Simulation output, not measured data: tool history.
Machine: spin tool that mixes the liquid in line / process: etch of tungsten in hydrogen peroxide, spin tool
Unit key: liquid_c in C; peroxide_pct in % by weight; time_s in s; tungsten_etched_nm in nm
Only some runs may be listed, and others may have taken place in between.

Run 1, hour 0: liquid_c 49 C, peroxide_pct 21 % by weight, time_s 55 s. Result: tungsten_etched_nm 62.373 nm.
Run 2, hour 8: liquid_c 49 C, peroxide_pct 23.5 % by weight, time_s 55 s. Result: tungsten_etched_nm 65.246 nm.
Run 3, hour 13.4: liquid_c 47 C, peroxide_pct 23.5 % by weight, time_s 55 s. Result: tungsten_etched_nm 58.056 nm.
Run 4, hour 19.5: liquid_c 47 C, peroxide_pct 23.5 % by weight, time_s 55 s. Result: tungsten_etched_nm 57.867 nm.
Run 5, hour 22.6: liquid_c 50 C, peroxide_pct 23.5 % by weight, time_s 55 s. Result: tungsten_etched_nm 69.795 nm.
Run 6, hour 29.5: liquid_c 48 C, peroxide_pct 23.5 % by weight, time_s 55 s. Result: tungsten_etched_nm 61.77 nm.

Run 7 is up next; what results do you expect?
Run 7, hour 31.4: liquid_c 46 C, peroxide_pct 23.5 % by weight, time_s 55 s. Result: tungsten_etched_nm ?.

tungsten_etched_nm: 54.509 nm

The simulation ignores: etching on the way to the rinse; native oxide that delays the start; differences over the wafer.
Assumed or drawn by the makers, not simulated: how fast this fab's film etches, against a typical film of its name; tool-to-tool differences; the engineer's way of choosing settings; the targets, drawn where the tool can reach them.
